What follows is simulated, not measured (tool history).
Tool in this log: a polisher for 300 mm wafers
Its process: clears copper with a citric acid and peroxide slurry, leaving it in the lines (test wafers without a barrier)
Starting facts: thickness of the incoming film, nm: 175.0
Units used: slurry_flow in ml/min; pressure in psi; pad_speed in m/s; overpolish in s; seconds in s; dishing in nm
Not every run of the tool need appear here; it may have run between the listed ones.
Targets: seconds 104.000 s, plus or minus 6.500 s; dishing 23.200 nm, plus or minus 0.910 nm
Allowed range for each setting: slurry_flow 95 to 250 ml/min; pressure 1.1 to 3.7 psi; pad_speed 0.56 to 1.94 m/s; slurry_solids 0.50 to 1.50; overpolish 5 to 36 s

{"run": 1, "hour": 0.0, "slurry_flow": 160, "pressure": 2.4, "pad_speed": 1.24, "slurry_solids": 1.0, "overpolish": 18, "seconds": 62.92, "dishing": 30.138}
{"run": 2, "hour": 7.7, "slurry_flow": 160, "pressure": 2.4, "pad_speed": 1.24, "slurry_solids": 1.0, "overpolish": 25, "seconds": 64.686, "dishing": 38.811}
{"run": 3, "hour": 15.9, "slurry_flow": 120, "pressure": 2.4, "pad_speed": 1.24, "slurry_solids": 1.0, "overpolish": 25, "seconds": 68.428, "dishing": 37.13}
{"run": 4, "hour": 24.4, "slurry_flow": 120, "pressure": 2.4, "pad_speed": 1.24, "slurry_solids": 0.85, "overpolish": 25, "seconds": 68.23, "dishing": 36.791}
{"run": 5, "hour": 26.1, "slurry_flow": 120, "pressure": 2.7, "pad_speed": 1.24, "slurry_solids": 0.85, "overpolish": 25, "seconds": 64.762, "dishing": 39.838}
{"run": 6, "hour": 30.1, "slurry_flow": 120, "pressure": 2.2, "pad_speed": 1.2, "slurry_solids": 0.85, "overpolish": 25, "seconds": 78.862, "dishing": 32.726}
{"run": 7, "hour": 34.2, "slurry_flow": 120, "pressure": 2.0, "pad_speed": 1.2, "slurry_solids": 0.85, "overpolish": 24, "seconds": 84.277, "dishing": 30.24}
{"run": 8, "hour": 36.5, "slurry_flow": 120, "pressure": 1.8, "pad_speed": 1.2, "slurry_solids": 0.85, "overpolish": 23, "seconds": 95.654, "dishing": 27.136}
{"run": 9, "hour": 43.0, "slurry_flow": 125, "pressure": 1.7, "pad_speed": 1.2, "slurry_solids": 0.85, "overpolish": 22, "seconds": 96.047, "dishing": 24.644}
{"run": 10, "hour": 45.4, "slurry_flow": 120, "pressure": 1.7, "pad_speed": 1.2, "slurry_solids": 0.85, "overpolish": 22, "seconds": 97.097, "dishing": 24.391}
{"run": 11, "hour": 46.4, "slurry_flow": 115, "pressure": 1.7, "pad_speed": 1.2, "slurry_solids": 0.85, "overpolish": 22, "seconds": 98.552, "dishing": 24.411}

Of the 5 settings listed for the next run, only one would bring every result within its allowed miss of target. Which one?
{"run": "A", "hour": 47.4, "slurry_flow": 175, "pressure": 1.4, "pad_speed": 1.44, "slurry_solids": 0.7, "overpolish": 25, "seconds": "?", "dishing": "?"}
{"run": "B", "hour": 47.4, "slurry_flow": 140, "pressure": 1.7, "pad_speed": 1.18, "slurry_solids": 0.75, "overpolish": 24, "seconds": "?", "dishing": "?"}
{"run": "C", "hour": 47.4, "slurry_flow": 95, "pressure": 2.1, "pad_speed": 1.06, "slurry_solids": 0.5, "overpolish": 26, "seconds": "?", "dishing": "?"}
{"run": "D", "hour": 47.4, "slurry_flow": 105, "pressure": 1.8, "pad_speed": 1.2, "slurry_solids": 0.65, "overpolish": 22, "seconds": "?", "dishing": "?"}
{"run": "E", "hour": 47.4, "slurry_flow": 140, "pressure": 1.7, "pad_speed": 1.04, "slurry_solids": 0.8, "overpolish": 27, "seconds": "?", "dishing": "?"}

move=A seconds=99.966 dishing=25.670
move=B seconds=97.602 dishing=25.651
move=C seconds=104.090 dishing=26.319
move=D seconds=101.850 dishing=23.060
move=E seconds=103.360 dishing=26.980
A: the biggest miss grows against the last run
B: the biggest miss grows against the last run
C: the biggest miss grows against the last run
D: each result inside its tolerance
E: the biggest miss grows against the last run
Go with D: it meets all targets.
